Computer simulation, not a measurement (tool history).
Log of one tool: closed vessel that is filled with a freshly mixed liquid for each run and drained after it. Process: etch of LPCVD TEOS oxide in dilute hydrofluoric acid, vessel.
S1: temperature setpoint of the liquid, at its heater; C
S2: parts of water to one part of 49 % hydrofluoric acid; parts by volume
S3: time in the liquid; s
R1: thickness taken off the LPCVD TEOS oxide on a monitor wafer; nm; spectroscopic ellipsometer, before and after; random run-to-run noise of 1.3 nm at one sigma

run  hour    S1  S2  S3       R1
  1   0.0  25.0  60  90   71.122
  2   3.0  25.0  60  90   72.828
  3   7.9  25.0  60  95   77.376
  4  16.1  25.0  60  90   71.560
  5  23.8  25.0  60  90   72.230
  6  31.1  27.5  50  90   96.026
  7  39.7  29.0  45  90  115.680
  8  48.6  30.5  45  90  121.260
  9  51.6  31.5  45  90  125.610
 10  58.0  32.0  40  90  147.390

The next listed run, before its measurement:
 11  63.8  32.0  40  90   ?

{"run 11": {"R1": 149.3}}
